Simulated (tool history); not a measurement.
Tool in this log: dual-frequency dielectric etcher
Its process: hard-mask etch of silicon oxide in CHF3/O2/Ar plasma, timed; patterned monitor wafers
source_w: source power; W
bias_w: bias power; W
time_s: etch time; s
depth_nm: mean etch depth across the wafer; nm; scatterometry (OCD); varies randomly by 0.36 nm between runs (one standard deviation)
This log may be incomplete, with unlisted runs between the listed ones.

run    day  source_w  bias_w  time_s  depth_nm
  1  0.000       620     141    36.0    67.498
  2  0.329       620     141    37.5    69.700
  3  0.583       590     139    37.5    67.220
  4  0.829       570     138    37.5    66.230
  5  0.883       640     138    37.5    70.198
  6  1.067       640     138    37.5    70.619

For run 7, what comes out?
  7  1.321       510     118    37.0         ?

depth_nm: 57.099 nm
